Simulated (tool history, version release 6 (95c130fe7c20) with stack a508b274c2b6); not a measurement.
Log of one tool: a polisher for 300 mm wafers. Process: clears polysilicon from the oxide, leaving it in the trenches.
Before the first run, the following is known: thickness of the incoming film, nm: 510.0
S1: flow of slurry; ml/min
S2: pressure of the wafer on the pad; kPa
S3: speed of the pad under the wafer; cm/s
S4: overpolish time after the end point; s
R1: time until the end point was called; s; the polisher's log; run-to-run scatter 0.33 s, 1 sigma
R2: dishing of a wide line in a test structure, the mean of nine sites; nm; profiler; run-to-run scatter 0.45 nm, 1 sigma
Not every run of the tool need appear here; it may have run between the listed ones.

{"run": 1, "hour": 0.0, "S1": 320, "S2": 20, "S3": 114, "S4": 10, "R1": 32.501, "R2": 34.784}
{"run": 2, "hour": 2.6, "S1": 265, "S2": 20, "S3": 114, "S4": 10, "R1": 33.04, "R2": 35.003}
{"run": 3, "hour": 4.2, "S1": 265, "S2": 20, "S3": 90, "S4": 10, "R1": 41.714, "R2": 33.617}
{"run": 4, "hour": 9.5, "S1": 325, "S2": 22.8, "S3": 86, "S4": 8, "R1": 36.943, "R2": 35.374}
{"run": 5, "hour": 16.1, "S1": 290, "S2": 21.4, "S3": 106, "S4": 7, "R1": 32.969, "R2": 34.204}
{"run": 6, "hour": 17.6, "S1": 290, "S2": 21.4, "S3": 90, "S4": 7, "R1": 38.771, "R2": 33.361}
{"run": 7, "hour": 18.9, "S1": 380, "S2": 26.9, "S3": 80, "S4": 3, "R1": 32.827, "R2": 25.554}
{"run": 8, "hour": 22.3, "S1": 370, "S2": 27.6, "S3": 84, "S4": 4, "R1": 31.297, "R2": 29.085}
{"run": 9, "hour": 25.3, "S1": 375, "S2": 28.3, "S3": 86, "S4": 4, "R1": 29.474, "R2": 29.582}
{"run": 10, "hour": 30.9, "S1": 385, "S2": 29, "S3": 88, "S4": 4, "R1": 28.422, "R2": 31.205}
{"run": 11, "hour": 34.2, "S1": 415, "S2": 29, "S3": 92, "S4": 4, "R1": 27.092, "R2": 31.345}

Run 12 comes next. What will it give?
{"run": 12, "hour": 40.8, "S1": 375, "S2": 29.6, "S3": 92, "S4": 4, "R1": "?", "R2": "?"}

R1: 26.571 s
R2: 30.801 nm

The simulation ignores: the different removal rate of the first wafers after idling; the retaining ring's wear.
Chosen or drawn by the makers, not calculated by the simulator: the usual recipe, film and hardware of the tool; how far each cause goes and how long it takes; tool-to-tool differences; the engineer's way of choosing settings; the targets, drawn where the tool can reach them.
